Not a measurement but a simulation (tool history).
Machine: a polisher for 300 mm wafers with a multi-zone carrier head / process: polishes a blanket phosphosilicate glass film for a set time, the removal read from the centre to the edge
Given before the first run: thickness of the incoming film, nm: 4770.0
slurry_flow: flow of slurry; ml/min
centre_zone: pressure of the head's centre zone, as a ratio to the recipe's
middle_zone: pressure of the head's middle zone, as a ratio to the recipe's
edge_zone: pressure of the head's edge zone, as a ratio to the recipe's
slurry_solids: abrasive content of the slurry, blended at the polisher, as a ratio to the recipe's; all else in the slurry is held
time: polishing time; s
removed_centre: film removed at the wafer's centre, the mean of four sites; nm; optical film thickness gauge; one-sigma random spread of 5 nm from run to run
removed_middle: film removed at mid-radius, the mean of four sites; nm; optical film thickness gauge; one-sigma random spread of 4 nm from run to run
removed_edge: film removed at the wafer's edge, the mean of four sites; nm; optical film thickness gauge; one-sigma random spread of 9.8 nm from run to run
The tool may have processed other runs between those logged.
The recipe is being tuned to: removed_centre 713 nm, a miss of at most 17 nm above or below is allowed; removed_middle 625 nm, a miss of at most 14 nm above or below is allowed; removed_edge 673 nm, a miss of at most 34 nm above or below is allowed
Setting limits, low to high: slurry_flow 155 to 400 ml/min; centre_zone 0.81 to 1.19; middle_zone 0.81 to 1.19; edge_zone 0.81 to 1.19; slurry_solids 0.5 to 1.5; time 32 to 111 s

run 1 hour=0 | slurry_flow=255 centre_zone=1 middle_zone=1 edge_zone=1 slurry_solids=1 time=71 | removed_centre=510.36 removed_middle=498.36 removed_edge=507.45
run 2 hour=5.9 | slurry_flow=255 centre_zone=1.07 middle_zone=1 edge_zone=1 slurry_solids=1 time=71 | removed_centre=545.15 removed_middle=500.78 removed_edge=496.76
run 3 hour=13.2 | slurry_flow=255 centre_zone=1.16 middle_zone=1 edge_zone=1 slurry_solids=1 time=71 | removed_centre=590.72 removed_middle=498.94 removed_edge=513.79
run 4 hour=16.1 | slurry_flow=255 centre_zone=1.16 middle_zone=1 edge_zone=1 slurry_solids=1 time=80 | removed_centre=671.79 removed_middle=557.72 removed_edge=570.57
run 5 hour=24.1 | slurry_flow=275 centre_zone=1.16 middle_zone=1.01 edge_zone=1.05 slurry_solids=1 time=80 | removed_centre=663.61 removed_middle=569.87 removed_edge=568.96
run 6 hour=27.1 | slurry_flow=275 centre_zone=1.19 middle_zone=1.01 edge_zone=1.05 slurry_solids=1 time=80 | removed_centre=682.87 removed_middle=581.69 removed_edge=590.47
run 7 hour=31.5 | slurry_flow=275 centre_zone=1.19 middle_zone=1.01 edge_zone=1.05 slurry_solids=1 time=80 | removed_centre=681.18 removed_middle=572.54 removed_edge=578.36
run 8 hour=34.7 | slurry_flow=260 centre_zone=1.18 middle_zone=1 edge_zone=1.09 slurry_solids=1.1 time=80 | removed_centre=724.68 removed_middle=607.93 removed_edge=607.89
run 9 hour=42.6 | slurry_flow=260 centre_zone=1.18 middle_zone=1 edge_zone=1.09 slurry_solids=1.1 time=80 | removed_centre=720.98 removed_middle=592.13 removed_edge=650.63
run 10 hour=45.9 | slurry_flow=265 centre_zone=1.17 middle_zone=1.01 edge_zone=1.11 slurry_solids=1.1 time=80 | removed_centre=712.16 removed_middle=604.08 removed_edge=630.8
run 11 hour=50.6 | slurry_flow=260 centre_zone=1.16 middle_zone=1.01 edge_zone=1.13 slurry_solids=1.1 time=80 | removed_centre=707.39 removed_middle=603.22 removed_edge=642.07
run 12 hour=51.8 | slurry_flow=260 centre_zone=1.16 middle_zone=1.02 edge_zone=1.14 slurry_solids=1.1 time=80 | removed_centre=717.47 removed_middle=602.09 removed_edge=639.76
run 13 hour=54.6 | slurry_flow=265 centre_zone=1.14 middle_zone=1.02 edge_zone=1.15 slurry_solids=1.1 time=80 | removed_centre=694.29 removed_middle=614.47 removed_edge=660.01

Exactly one of the 4 candidate moves below puts every result within its allowed miss. Which one?
run A hour=57.4 | slurry_flow=295 centre_zone=1.13 middle_zone=1.08 edge_zone=1.09 slurry_solids=1.05 time=84 | removed_centre=? removed_middle=? removed_edge=?
run B hour=57.4 | slurry_flow=330 centre_zone=1.12 middle_zone=1 edge_zone=1.14 slurry_solids=0.9 time=94 | removed_centre=? removed_middle=? removed_edge=?
run C hour=57.4 | slurry_flow=275 centre_zone=1.17 middle_zone=0.93 edge_zone=1.17 slurry_solids=1.25 time=79 | removed_centre=? removed_middle=? removed_edge=?
run D hour=57.4 | slurry_flow=170 centre_zone=1.17 middle_zone=1.02 edge_zone=1.18 slurry_solids=0.95 time=89 | removed_centre=? removed_middle=? removed_edge=?

move=A removed_centre=710.83 removed_middle=657.93 removed_edge=668.4
move=B removed_centre=716.41 removed_middle=626.44 removed_edge=694.22
move=C removed_centre=757.26 removed_middle=597.34 removed_edge=716.78
move=D removed_centre=679.2 removed_middle=582.35 removed_edge=658.19
A: gets the furthest-off result to its target, but another result is out of tolerance
B: in spec on every target
C: the result that was furthest off in the last run now lies on the other side of its target
D: the biggest miss grows against the last run
The right move is B.
